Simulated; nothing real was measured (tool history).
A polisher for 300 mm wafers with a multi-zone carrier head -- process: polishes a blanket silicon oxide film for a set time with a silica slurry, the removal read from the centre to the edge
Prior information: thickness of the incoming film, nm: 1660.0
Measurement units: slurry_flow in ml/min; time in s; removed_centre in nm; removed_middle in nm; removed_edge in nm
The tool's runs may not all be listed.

{"run": 1, "day": 0.0, "slurry_flow": 140, "centre_zone": 1.0, "middle_zone": 1.0, "edge_zone": 1.0, "slurry_solids": 1.0, "time": 33, "removed_centre": 78.673, "removed_middle": 78.466, "removed_edge": 78.68}
{"run": 2, "day": 0.196, "slurry_flow": 125, "centre_zone": 0.94, "middle_zone": 0.96, "edge_zone": 0.94, "slurry_solids": 0.85, "time": 28, "removed_centre": 54.796, "removed_middle": 55.53, "removed_edge": 56.35}
{"run": 3, "day": 0.229, "slurry_flow": 125, "centre_zone": 0.89, "middle_zone": 0.96, "edge_zone": 0.94, "slurry_solids": 0.85, "time": 28, "removed_centre": 51.13, "removed_middle": 56.667, "removed_edge": 56.306}
{"run": 4, "day": 0.529, "slurry_flow": 115, "centre_zone": 0.89, "middle_zone": 0.97, "edge_zone": 0.9, "slurry_solids": 0.75, "time": 24, "removed_centre": 38.488, "removed_middle": 42.521, "removed_edge": 41.952}
{"run": 5, "day": 0.696, "slurry_flow": 110, "centre_zone": 0.91, "middle_zone": 1.0, "edge_zone": 0.87, "slurry_solids": 0.7, "time": 23, "removed_centre": 34.726, "removed_middle": 38.001, "removed_edge": 36.126}
{"run": 6, "day": 0.912, "slurry_flow": 105, "centre_zone": 0.92, "middle_zone": 1.01, "edge_zone": 0.85, "slurry_solids": 0.65, "time": 23, "removed_centre": 31.423, "removed_middle": 34.968, "removed_edge": 32.669}
{"run": 7, "day": 1.075, "slurry_flow": 100, "centre_zone": 0.93, "middle_zone": 1.02, "edge_zone": 0.84, "slurry_solids": 0.6, "time": 23, "removed_centre": 28.236, "removed_middle": 30.693, "removed_edge": 28.535}
{"run": 8, "day": 1.192, "slurry_flow": 95, "centre_zone": 0.94, "middle_zone": 1.03, "edge_zone": 0.84, "slurry_solids": 0.6, "time": 23, "removed_centre": 28.575, "removed_middle": 31.05, "removed_edge": 28.181}
{"run": 9, "day": 1.454, "slurry_flow": 90, "centre_zone": 0.94, "middle_zone": 1.03, "edge_zone": 0.83, "slurry_solids": 0.6, "time": 23, "removed_centre": 27.524, "removed_middle": 30.96, "removed_edge": 27.753}
{"run": 10, "day": 1.821, "slurry_flow": 90, "centre_zone": 0.94, "middle_zone": 1.03, "edge_zone": 0.83, "slurry_solids": 0.6, "time": 23, "removed_centre": 28.008, "removed_middle": 30.601, "removed_edge": 27.786}
{"run": 11, "day": 1.954, "slurry_flow": 90, "centre_zone": 0.94, "middle_zone": 1.03, "edge_zone": 0.83, "slurry_solids": 0.6, "time": 23, "removed_centre": 27.979, "removed_middle": 30.306, "removed_edge": 28.15}
{"run": 12, "day": 2.038, "slurry_flow": 95, "centre_zone": 0.95, "middle_zone": 1.05, "edge_zone": 0.81, "slurry_solids": 0.5, "time": 22, "removed_centre": 19.247, "removed_middle": 21.467, "removed_edge": 18.952}

For run 13, what comes out?
{"run": 13, "day": 2.362, "slurry_flow": 95, "centre_zone": 0.95, "middle_zone": 1.03, "edge_zone": 0.82, "slurry_solids": 0.5, "time": 22, "removed_centre": "?", "removed_middle": "?", "removed_edge": "?"}

{"run 13": {"removed_centre": 19.512, "removed_middle": 21.174, "removed_edge": 19.196}}
